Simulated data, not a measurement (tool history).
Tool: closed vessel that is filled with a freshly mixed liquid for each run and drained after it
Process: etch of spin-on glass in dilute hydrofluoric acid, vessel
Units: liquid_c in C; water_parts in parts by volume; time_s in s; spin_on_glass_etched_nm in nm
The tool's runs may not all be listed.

Run 1, day 0: liquid_c 25 C, water_parts 240 parts by volume, time_s 255 s. Result: spin_on_glass_etched_nm 60.26 nm.
Run 2, day 0.025: liquid_c 26.5 C, water_parts 240 parts by volume, time_s 255 s. Result: spin_on_glass_etched_nm 63.496 nm.
Run 3, day 0.217: liquid_c 29.5 C, water_parts 240 parts by volume, time_s 255 s. Result: spin_on_glass_etched_nm 70.779 nm.
Run 4, day 0.362: liquid_c 29.5 C, water_parts 240 parts by volume, time_s 255 s. Result: spin_on_glass_etched_nm 70.594 nm.
Run 5, day 0.642: liquid_c 29.5 C, water_parts 240 parts by volume, time_s 255 s. Result: spin_on_glass_etched_nm 70.169 nm.
Run 6, day 0.967: liquid_c 30.5 C, water_parts 220 parts by volume, time_s 255 s. Result: spin_on_glass_etched_nm 81.695 nm.
Run 7, day 1.058: liquid_c 31 C, water_parts 210 parts by volume, time_s 255 s. Result: spin_on_glass_etched_nm 88.273 nm.
Run 8, day 1.158: liquid_c 31.5 C, water_parts 200 parts by volume, time_s 255 s. Result: spin_on_glass_etched_nm 94.962 nm.

The next listed run, before its measurement:
Run 9, day 1.5: liquid_c 33 C, water_parts 165 parts by volume, time_s 255 s. Result: spin_on_glass_etched_nm ?.

spin_on_glass_etched_nm: 126.83 nm

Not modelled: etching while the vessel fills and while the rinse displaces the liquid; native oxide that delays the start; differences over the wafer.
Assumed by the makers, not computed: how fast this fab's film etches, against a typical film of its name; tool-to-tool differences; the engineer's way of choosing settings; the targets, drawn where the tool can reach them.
